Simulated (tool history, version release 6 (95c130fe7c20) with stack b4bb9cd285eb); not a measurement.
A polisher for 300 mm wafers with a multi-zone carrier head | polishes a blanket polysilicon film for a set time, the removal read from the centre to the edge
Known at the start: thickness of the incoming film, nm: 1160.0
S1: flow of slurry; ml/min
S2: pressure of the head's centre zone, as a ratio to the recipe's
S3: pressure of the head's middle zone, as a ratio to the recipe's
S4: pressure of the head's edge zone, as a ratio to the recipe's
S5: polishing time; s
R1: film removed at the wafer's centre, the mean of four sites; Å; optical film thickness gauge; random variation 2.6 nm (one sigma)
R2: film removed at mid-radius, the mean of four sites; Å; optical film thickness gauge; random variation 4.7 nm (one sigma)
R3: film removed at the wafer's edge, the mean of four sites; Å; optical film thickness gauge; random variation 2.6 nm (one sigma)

run	hour	S1	S2	S3	S4	S5	R1	R2	R3
1	0	155	1	1	1	46	4343.9	4351.3	4173.1
2	1.1	155	1	1	1.06	46	4345	4407.8	4331.4
3	3	155	1	0.92	1.06	46	4323	4141	4253
4	11.3	155	0.99	0.93	1.02	44	4071.1	4005.3	4102.4
5	13.7	155	0.91	0.93	1.02	44	3750.2	3926.6	3988.1
6	14.8	155	0.93	0.94	0.98	42	3714.8	3710.9	3814.1
7	15.8	155	0.94	0.98	0.95	40	3483.8	3678.3	3506.2
8	24.7	150	0.95	0.98	0.92	39	3440.3	3667.5	3443.3
9	25.5	155	0.96	0.98	0.9	38	3399.6	3575.4	3365.5
10	28.4	150	0.98	0.98	0.88	37	3401.1	3514.3	3215
11	36.5	145	0.98	0.97	0.87	37	3283.3	3356.9	3219.2

Forecast run 12:
12	42.6	145	0.99	0.98	0.86	36	?	?	?

{"run 12": {"R1": 3272.1, "R2": 3379.9, "R3": 3061.5}}
